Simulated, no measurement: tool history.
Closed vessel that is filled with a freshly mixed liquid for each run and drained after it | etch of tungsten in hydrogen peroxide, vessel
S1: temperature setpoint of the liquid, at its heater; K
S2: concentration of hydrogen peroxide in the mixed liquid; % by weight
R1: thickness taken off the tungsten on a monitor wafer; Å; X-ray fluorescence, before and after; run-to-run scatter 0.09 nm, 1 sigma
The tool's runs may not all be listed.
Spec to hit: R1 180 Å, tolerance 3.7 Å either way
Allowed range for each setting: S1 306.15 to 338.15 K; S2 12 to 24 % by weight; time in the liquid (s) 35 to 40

{"run": 1, "hour": 0.0, "S1": 322.15, "S2": 16, "time in the liquid (s)": 40, "R1": 241.13}
{"run": 2, "hour": 5.0, "S1": 324.65, "S2": 16, "time in the liquid (s)": 40, "R1": 281.83}
{"run": 3, "hour": 10.4, "S1": 328.65, "S2": 16, "time in the liquid (s)": 40, "R1": 363.5}
{"run": 4, "hour": 17.5, "S1": 327.15, "S2": 16, "time in the liquid (s)": 40, "R1": 331.15}
{"run": 5, "hour": 25.1, "S1": 326.15, "S2": 16, "time in the liquid (s)": 40, "R1": 308.58}
{"hour": 33.7, "done": "thermometer replaced"}
{"run": 6, "hour": 33.7, "S1": 326.15, "S2": 13.5, "time in the liquid (s)": 40, "R1": 329.69}
{"run": 7, "hour": 36.3, "S1": 325.15, "S2": 13.5, "time in the liquid (s)": 40, "R1": 310.28}
{"run": 8, "hour": 41.7, "S1": 324.15, "S2": 13.5, "time in the liquid (s)": 40, "R1": 291.81}
{"run": 9, "hour": 49.7, "S1": 323.15, "S2": 13.5, "time in the liquid (s)": 40, "R1": 272.92}
{"run": 10, "hour": 52.7, "S1": 323.15, "S2": 13.5, "time in the liquid (s)": 40, "R1": 272.43}

Next run, 4 choices. One meets every target within its allowed miss, the rest don't. Which?
{"run": "A", "hour": 55.7, "S1": 319.15, "S2": 12.5, "time in the liquid (s)": 35, "R1": "?"}
{"run": "B", "hour": 55.7, "S1": 318.65, "S2": 12.5, "time in the liquid (s)": 35, "R1": "?"}
{"run": "C", "hour": 55.7, "S1": 318.15, "S2": 15.5, "time in the liquid (s)": 35, "R1": "?"}
{"run": "D", "hour": 55.7, "S1": 317.15, "S2": 15, "time in the liquid (s)": 35, "R1": "?"}

move=A R1=179.75
move=B R1=174.2
move=C R1=187.97
move=D R1=173.57
A: every result within its allowed miss
B: takes the biggest miss from the last run beyond its target
C: nearer than the last run, and not there yet
D: takes the biggest miss from the last run beyond its target
A is the move that brings every result within its allowed miss.

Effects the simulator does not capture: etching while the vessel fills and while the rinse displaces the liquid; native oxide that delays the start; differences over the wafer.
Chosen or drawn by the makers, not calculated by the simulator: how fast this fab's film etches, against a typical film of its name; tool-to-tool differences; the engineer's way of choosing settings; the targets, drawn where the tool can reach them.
